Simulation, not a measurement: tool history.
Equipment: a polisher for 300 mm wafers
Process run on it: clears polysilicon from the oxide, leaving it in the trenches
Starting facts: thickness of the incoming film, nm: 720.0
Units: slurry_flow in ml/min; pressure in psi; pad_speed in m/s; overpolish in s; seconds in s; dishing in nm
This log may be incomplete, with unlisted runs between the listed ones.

run 1 hour=0 | slurry_flow=220 pressure=2.6 pad_speed=1.04 overpolish=21 | seconds=56.598 dishing=42.001
run 2 hour=7.1 | slurry_flow=220 pressure=2.3 pad_speed=0.96 overpolish=17 | seconds=66.846 dishing=40.873
run 3 hour=15.5 | slurry_flow=250 pressure=2 pad_speed=0.84 overpolish=14 | seconds=90.032 dishing=40.146
run 4 hour=17.1 | slurry_flow=250 pressure=2.6 pad_speed=0.84 overpolish=14 | seconds=67.793 dishing=41.065
run 5 hour=21 | slurry_flow=250 pressure=2.2 pad_speed=0.82 overpolish=12 | seconds=81.685 dishing=40.088
run 6 hour=22.7 | slurry_flow=295 pressure=2.2 pad_speed=0.82 overpolish=12 | seconds=80.993 dishing=39.588

Run 7 has not been measured yet. What should we expect?
run 7 hour=27 | slurry_flow=305 pressure=1.9 pad_speed=0.8 overpolish=10 | seconds=? dishing=?

{"run 7": {"seconds": 94.11, "dishing": 37.38}}
